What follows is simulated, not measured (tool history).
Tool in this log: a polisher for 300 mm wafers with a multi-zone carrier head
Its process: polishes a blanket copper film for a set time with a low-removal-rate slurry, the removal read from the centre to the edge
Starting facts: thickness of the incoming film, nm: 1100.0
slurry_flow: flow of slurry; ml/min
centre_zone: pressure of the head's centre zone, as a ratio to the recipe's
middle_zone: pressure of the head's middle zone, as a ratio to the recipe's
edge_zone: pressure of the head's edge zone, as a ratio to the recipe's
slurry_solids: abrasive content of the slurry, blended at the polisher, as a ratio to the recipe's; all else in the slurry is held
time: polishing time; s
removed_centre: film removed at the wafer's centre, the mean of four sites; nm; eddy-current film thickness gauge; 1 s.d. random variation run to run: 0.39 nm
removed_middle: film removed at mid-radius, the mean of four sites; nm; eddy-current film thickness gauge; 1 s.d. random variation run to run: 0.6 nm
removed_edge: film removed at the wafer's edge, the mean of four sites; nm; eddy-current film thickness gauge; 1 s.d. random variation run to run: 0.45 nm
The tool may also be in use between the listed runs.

run 1 hour=0 | slurry_flow=150 centre_zone=1 middle_zone=1 edge_zone=1 slurry_solids=1 time=49 | removed_centre=115.02 removed_middle=105.38 removed_edge=110.45
run 2 hour=4.8 | slurry_flow=165 centre_zone=1 middle_zone=1 edge_zone=1 slurry_solids=1 time=49 | removed_centre=118.32 removed_middle=106.46 removed_edge=112.4
run 3 hour=13.3 | slurry_flow=165 centre_zone=1.06 middle_zone=1 edge_zone=1 slurry_solids=1 time=49 | removed_centre=126.71 removed_middle=107.47 removed_edge=112.3
run 4 hour=21.5 | slurry_flow=150 centre_zone=1.01 middle_zone=0.98 edge_zone=0.99 slurry_solids=0.9 time=46 | removed_centre=106.42 removed_middle=94.699 removed_edge=99.951
run 5 hour=30 | slurry_flow=140 centre_zone=0.97 middle_zone=0.96 edge_zone=0.99 slurry_solids=0.8 time=45 | removed_centre=96.005 removed_middle=85.888 removed_edge=92.497
run 6 hour=31.4 | slurry_flow=140 centre_zone=0.97 middle_zone=0.96 edge_zone=0.99 slurry_solids=0.9 time=45 | removed_centre=97.763 removed_middle=88.945 removed_edge=96.401
run 7 hour=32.4 | slurry_flow=140 centre_zone=0.97 middle_zone=0.96 edge_zone=0.99 slurry_solids=0.9 time=45 | removed_centre=99.638 removed_middle=88.829 removed_edge=96.418
run 8 hour=36.4 | slurry_flow=130 centre_zone=0.93 middle_zone=0.96 edge_zone=1.01 slurry_solids=0.8 time=43 | removed_centre=85.977 removed_middle=81.001 removed_edge=89.142
run 9 hour=43.3 | slurry_flow=130 centre_zone=0.93 middle_zone=0.96 edge_zone=1.01 slurry_solids=0.8 time=43 | removed_centre=84.133 removed_middle=80.895 removed_edge=88.848
run 10 hour=47.7 | slurry_flow=125 centre_zone=0.9 middle_zone=0.95 edge_zone=1.01 slurry_solids=0.75 time=43 | removed_centre=79.712 removed_middle=78.654 removed_edge=86.699
run 11 hour=52 | slurry_flow=120 centre_zone=0.88 middle_zone=0.94 edge_zone=1.01 slurry_solids=0.7 time=43 | removed_centre=75.113 removed_middle=75.616 removed_edge=83.629
run 12 hour=55.6 | slurry_flow=120 centre_zone=0.88 middle_zone=0.94 edge_zone=1.01 slurry_solids=0.7 time=43 | removed_centre=74.518 removed_middle=74.883 removed_edge=83.331
run 13 hour=57.4 | slurry_flow=90 centre_zone=0.81 middle_zone=0.89 edge_zone=0.97 slurry_solids=0.5 time=40 | removed_centre=50.95 removed_middle=54.112 removed_edge=64.05

Run 14 is up next; what results do you expect?
run 14 hour=64 | slurry_flow=130 centre_zone=0.82 middle_zone=0.91 edge_zone=1.01 slurry_solids=0.5 time=40 | removed_centre=? removed_middle=? removed_edge=?

removed_centre: 59.107 nm
removed_middle: 60.833 nm
removed_edge: 70.219 nm
